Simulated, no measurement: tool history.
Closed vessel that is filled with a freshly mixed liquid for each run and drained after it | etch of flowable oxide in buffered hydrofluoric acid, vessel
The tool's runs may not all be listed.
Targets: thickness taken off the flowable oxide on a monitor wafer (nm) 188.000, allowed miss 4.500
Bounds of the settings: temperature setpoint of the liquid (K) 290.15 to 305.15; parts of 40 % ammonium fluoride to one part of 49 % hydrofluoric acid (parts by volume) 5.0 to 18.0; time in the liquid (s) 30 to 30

run,hour,temperature setpoint of the liquid (K),parts of 40 % ammonium fluoride to one part of 49 % hydrofluoric acid (parts by volume),time in the liquid (s),thickness taken off the flowable oxide on a monitor wafer (nm)
1,0.0,297.15,11.0,30,100.590
2,7.9,295.15,11.0,30,89.759
3,14.9,297.65,10.5,30,107.940
4,16.9,297.65,10.5,30,107.460
5,21.5,299.15,10.0,30,122.530
# hour 23.3: thermometer replaced
6,23.3,300.65,9.5,30,151.680
7,30.1,300.65,9.5,30,151.320
8,35.6,301.15,9.5,30,154.380
9,43.1,301.65,9.5,30,159.720

Which of these 4 next moves meets every target?
A,50.6,304.15,8.5,30,?
B,50.6,301.65,8.0,30,?
C,50.6,299.65,8.0,30,?
D,50.6,298.65,10.0,30,?

move,thickness taken off the flowable oxide on a monitor wafer (nm)
A,199.350
B,186.700
C,167.840
D,131.010
A: takes the result that was furthest off past its target
B: meets every target
C: nearer than the last run, and not there yet
D: further off than the last run
Move B is the one to make.
